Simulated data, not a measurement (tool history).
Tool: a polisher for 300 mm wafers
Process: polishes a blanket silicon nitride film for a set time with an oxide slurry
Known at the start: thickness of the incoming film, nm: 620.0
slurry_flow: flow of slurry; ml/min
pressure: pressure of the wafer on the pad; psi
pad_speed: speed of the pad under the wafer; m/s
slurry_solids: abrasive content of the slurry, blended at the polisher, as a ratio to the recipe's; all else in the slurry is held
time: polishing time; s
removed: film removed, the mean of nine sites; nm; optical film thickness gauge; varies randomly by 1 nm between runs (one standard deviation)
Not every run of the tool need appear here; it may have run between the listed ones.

Run 1, hour 0.0: slurry_flow 285 ml/min, pressure 4.4 psi, pad_speed 1.24 m/s, slurry_solids 1.0, time 118 s. Result: removed 93.216 nm.
Run 2, hour 8.9: slurry_flow 285 ml/min, pressure 4.5 psi, pad_speed 1.24 m/s, slurry_solids 1.0, time 118 s. Result: removed 95.662 nm.
Run 3, hour 9.6: slurry_flow 285 ml/min, pressure 4.6 psi, pad_speed 1.24 m/s, slurry_solids 1.0, time 118 s. Result: removed 96.719 nm.
Run 4, hour 14.0: slurry_flow 285 ml/min, pressure 4.7 psi, pad_speed 1.24 m/s, slurry_solids 1.0, time 118 s. Result: removed 97.069 nm.
Run 5, hour 21.9: slurry_flow 285 ml/min, pressure 4.9 psi, pad_speed 1.24 m/s, slurry_solids 1.0, time 118 s. Result: removed 102.360 nm.
Run 6, hour 26.5: slurry_flow 285 ml/min, pressure 4.9 psi, pad_speed 1.24 m/s, slurry_solids 1.0, time 118 s. Result: removed 101.880 nm.
Run 7, hour 29.0: slurry_flow 285 ml/min, pressure 5.0 psi, pad_speed 1.24 m/s, slurry_solids 1.0, time 118 s. Result: removed 102.960 nm.
Run 8, hour 35.4: slurry_flow 285 ml/min, pressure 5.1 psi, pad_speed 1.24 m/s, slurry_solids 1.0, time 118 s. Result: removed 105.600 nm.
Run 9, hour 36.1: slurry_flow 285 ml/min, pressure 5.2 psi, pad_speed 1.24 m/s, slurry_solids 1.0, time 118 s. Result: removed 108.580 nm.
Run 10, hour 43.6: slurry_flow 285 ml/min, pressure 5.3 psi, pad_speed 1.24 m/s, slurry_solids 1.0, time 118 s. Result: removed 107.710 nm.
Run 11, hour 52.5: slurry_flow 285 ml/min, pressure 5.4 psi, pad_speed 1.24 m/s, slurry_solids 1.0, time 118 s. Result: removed 110.120 nm.

For run 12, what comes out?
Run 12, hour 61.5: slurry_flow 285 ml/min, pressure 5.5 psi, pad_speed 1.24 m/s, slurry_solids 1.0, time 118 s. Result: removed ?.

removed: 111.190 nm
